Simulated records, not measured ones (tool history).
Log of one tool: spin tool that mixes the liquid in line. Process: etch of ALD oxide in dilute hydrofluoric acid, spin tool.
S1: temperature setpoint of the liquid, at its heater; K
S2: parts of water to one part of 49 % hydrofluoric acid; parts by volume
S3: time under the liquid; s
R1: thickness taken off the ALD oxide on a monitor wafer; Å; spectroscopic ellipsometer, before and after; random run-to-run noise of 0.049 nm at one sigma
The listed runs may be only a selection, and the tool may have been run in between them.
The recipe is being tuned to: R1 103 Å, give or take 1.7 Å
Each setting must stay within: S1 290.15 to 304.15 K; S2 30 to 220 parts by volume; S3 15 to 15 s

| run | day | S1 | S2 | S3 | R1 |
|---|---|---|---|---|---|
| 1 | 0 | 296.15 | 125 | 15 | 39.009 |
| 2 | 0.05 | 297.15 | 115 | 15 | 44.947 |
| 3 | 0.321 | 298.15 | 110 | 15 | 48.582 |
| 4 | 0.433 | 298.15 | 110 | 15 | 48.639 |
| 5 | 0.562 | 298.15 | 110 | 15 | 48.31 |
| 6 | 0.721 | 298.15 | 110 | 15 | 48.794 |
| 7 | 1.079 | 298.65 | 105 | 15 | 51.91 |
| 8 | 1.45 | 302.65 | 55 | 15 | 124.46 |
| 9 | 1.75 | 299.15 | 55 | 15 | 108.01 |

Next run, 4 choices. One meets every target within its allowed miss, the rest don't. Which?
| A | 2.05 | 299.65 | 55 | 15 | ? |
| B | 2.05 | 300.15 | 60 | 15 | ? |
| C | 2.05 | 299.15 | 60 | 15 | ? |
| D | 2.05 | 302.65 | 60 | 15 | ? |

| move | R1 |
|---|---|
| A | 111.66 |
| B | 103.69 |
| C | 99.625 |
| D | 114.43 |
A: further off than the last run
B: meets every target
C: carries the result that was furthest off beyond its target, to the other side
D: further off than the last run
Move B is the one to make.

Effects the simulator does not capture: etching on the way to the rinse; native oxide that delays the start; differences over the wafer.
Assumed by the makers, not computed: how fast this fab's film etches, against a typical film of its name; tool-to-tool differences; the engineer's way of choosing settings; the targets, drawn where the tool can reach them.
